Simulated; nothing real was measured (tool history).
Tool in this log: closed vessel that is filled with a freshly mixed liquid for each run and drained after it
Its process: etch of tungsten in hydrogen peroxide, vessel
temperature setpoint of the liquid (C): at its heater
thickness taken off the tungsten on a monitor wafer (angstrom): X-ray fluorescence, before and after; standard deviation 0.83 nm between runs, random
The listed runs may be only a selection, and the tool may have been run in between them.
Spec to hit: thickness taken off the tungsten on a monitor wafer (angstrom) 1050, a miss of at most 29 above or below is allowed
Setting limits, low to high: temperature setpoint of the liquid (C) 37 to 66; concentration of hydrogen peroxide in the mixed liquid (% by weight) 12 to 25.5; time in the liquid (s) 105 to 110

run	hour	temperature setpoint of the liquid (C)	concentration of hydrogen peroxide in the mixed liquid (% by weight)	time in the liquid (s)	thickness taken off the tungsten on a monitor wafer (angstrom)
1	0	53	17.5	105	1234.2
2	1.4	57.5	17.5	105	1600.9
3	6.5	57.5	17.5	110	1669.3
4	12.9	57.5	16	110	1591.5
5	19.2	55.5	16	110	1428.6
6	26.9	54	16	110	1310.4
7	28.7	53	16	110	1229.6
8	36.3	52.5	16	110	1196.7
9	43.5	52	16	110	1145.7
10	47.2	51.5	16	110	1114.8
11	48	51	16	110	1082.9

Exactly one of the 4 candidate moves below puts every result within its allowed miss. Which one?
A	48.8	50	19	110	?
B	48.8	52	17	105	?
C	48.8	50	16.5	110	?
D	48.8	52	17.5	105	?

move	thickness taken off the tungsten on a monitor wafer (angstrom)
A	1118.6
B	1140.4
C	1042.4
D	1157.1
A: moves away from the targets compared with the last run
B: moves away from the targets compared with the last run
C: every result within its allowed miss
D: moves away from the targets compared with the last run
C is the move that brings every result within its allowed miss.
